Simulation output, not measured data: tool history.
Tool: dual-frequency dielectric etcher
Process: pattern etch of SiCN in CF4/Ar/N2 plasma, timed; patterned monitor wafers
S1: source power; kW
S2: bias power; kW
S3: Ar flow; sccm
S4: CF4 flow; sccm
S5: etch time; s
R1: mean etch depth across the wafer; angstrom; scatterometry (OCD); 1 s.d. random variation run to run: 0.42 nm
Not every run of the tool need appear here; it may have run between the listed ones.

{"run": 1, "hour": 0.0, "S1": 0.53, "S2": 0.084, "S3": 105, "S4": 71, "S5": 94.5, "R1": 1059.3}
{"run": 2, "hour": 3.6, "S1": 0.49, "S2": 0.084, "S3": 105, "S4": 71, "S5": 94.5, "R1": 997.71}
{"run": 3, "hour": 8.7, "S1": 0.49, "S2": 0.094, "S3": 105, "S4": 71, "S5": 94.5, "R1": 1058.4}
{"run": 4, "hour": 12.0, "S1": 0.51, "S2": 0.095, "S3": 105, "S4": 71, "S5": 94.5, "R1": 1093.8}
{"run": 5, "hour": 14.1, "S1": 0.51, "S2": 0.108, "S3": 105, "S4": 71, "S5": 94.5, "R1": 1170}
{"run": 6, "hour": 18.6, "S1": 0.52, "S2": 0.108, "S3": 105, "S4": 71, "S5": 94.5, "R1": 1191.7}
{"run": 7, "hour": 26.3, "S1": 0.53, "S2": 0.108, "S3": 105, "S4": 71, "S5": 94.5, "R1": 1209}
{"run": 8, "hour": 28.5, "S1": 0.54, "S2": 0.108, "S3": 105, "S4": 71, "S5": 94.5, "R1": 1228.4}

For run 9, what comes out?
{"run": 9, "hour": 30.5, "S1": 0.55, "S2": 0.108, "S3": 105, "S4": 71, "S5": 94.5, "R1": "?"}

{"run 9": {"R1": 1244.1}}
